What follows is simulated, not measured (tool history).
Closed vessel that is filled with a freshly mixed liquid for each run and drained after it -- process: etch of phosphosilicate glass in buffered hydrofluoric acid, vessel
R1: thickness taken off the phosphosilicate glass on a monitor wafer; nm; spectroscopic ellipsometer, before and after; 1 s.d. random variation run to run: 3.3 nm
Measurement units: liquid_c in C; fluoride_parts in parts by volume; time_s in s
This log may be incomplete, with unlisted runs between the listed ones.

Run 1, day 0.000: liquid_c 20.0 C, fluoride_parts 17.5 parts by volume, time_s 100 s. Result: R1 251.66 nm.
Run 2, day 0.354: liquid_c 17.0 C, fluoride_parts 17.5 parts by volume, time_s 100 s. Result: R1 209.05 nm.
Run 3, day 0.738: liquid_c 17.0 C, fluoride_parts 17.5 parts by volume, time_s 100 s. Result: R1 210.37 nm.
Run 4, day 0.846: liquid_c 17.0 C, fluoride_parts 17.5 parts by volume, time_s 100 s. Result: R1 209.57 nm.
Run 5, day 1.012: liquid_c 20.5 C, fluoride_parts 17.5 parts by volume, time_s 100 s. Result: R1 255.80 nm.
Run 6, day 1.342: liquid_c 20.5 C, fluoride_parts 19.5 parts by volume, time_s 100 s. Result: R1 231.67 nm.

For run 7, what comes out?
Run 7, day 1.433: liquid_c 22.0 C, fluoride_parts 17.5 parts by volume, time_s 100 s. Result: R1 ?.

R1: 279.84 nm
